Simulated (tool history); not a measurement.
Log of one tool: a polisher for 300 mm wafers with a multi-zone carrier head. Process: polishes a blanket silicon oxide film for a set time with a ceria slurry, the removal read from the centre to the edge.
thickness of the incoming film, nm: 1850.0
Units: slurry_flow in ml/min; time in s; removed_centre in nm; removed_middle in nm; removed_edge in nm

run	day	slurry_flow	centre_zone	middle_zone	edge_zone	time	removed_centre	removed_middle	removed_edge
1	0.000	260	1.00	1.00	1.00	43	136.72	136.00	135.96
2	0.133	265	1.03	1.00	1.03	44	144.51	137.31	139.33
3	0.212	265	1.03	1.00	0.98	44	142.40	141.82	134.08
4	0.254	270	1.05	1.00	1.01	45	152.13	144.22	140.76
5	0.508	275	1.06	1.00	1.04	46	155.34	149.23	147.06
6	0.667	280	1.08	0.98	1.06	46	160.97	147.10	149.63

Run 7 comes next. What will it give?
7	0.738	285	1.10	0.97	1.08	46	?	?	?

Run 7 gave removed_centre 161.78 nm, removed_middle 144.72 nm, removed_edge 151.82 nm.
